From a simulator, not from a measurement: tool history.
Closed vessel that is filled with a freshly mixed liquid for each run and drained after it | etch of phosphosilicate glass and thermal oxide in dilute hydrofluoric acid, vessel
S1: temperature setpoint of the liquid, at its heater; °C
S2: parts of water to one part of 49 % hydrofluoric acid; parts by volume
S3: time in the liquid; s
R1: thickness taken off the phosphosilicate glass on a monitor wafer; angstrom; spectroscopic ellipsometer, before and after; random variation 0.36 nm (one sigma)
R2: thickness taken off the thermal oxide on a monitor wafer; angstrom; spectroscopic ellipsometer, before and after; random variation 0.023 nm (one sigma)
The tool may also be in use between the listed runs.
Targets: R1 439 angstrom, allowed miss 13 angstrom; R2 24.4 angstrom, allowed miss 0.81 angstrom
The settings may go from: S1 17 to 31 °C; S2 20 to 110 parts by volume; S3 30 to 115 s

run  hour    S1  S2  S3      R1      R2
  1     0    23  60  60  924.31  50.294
  2   2.2    22  65  60  802.87  44.928
  3   4.5    22  70  60  736.49   41.03
  4  12.3  21.5  75  60  672.56  37.907
  5  14.6  21.5  75  50  556.96  31.077
  6    21  21.5  85  50  496.27  27.519
  7  30.3    21  85  50  470.82  26.531
  8  36.9  20.5  85  50  466.59  25.421

4 next moves are on the table. One of them brings every result within its allowed miss. Which?
  A  43.5    18  90  60   ?   ?
  B  43.5    21  75  40   ?   ?
  C  43.5    21  90  45   ?   ?
  D  43.5  17.5  80  45   ?   ?

move      R1      R2
   A  471.77   26.33
   B  435.08  24.282
   C  400.77  22.367
   D  393.97  21.988
A: further off than the last run
B: meets every target
C: takes the result that was furthest off past its target
D: takes the result that was furthest off past its target
Answer: B
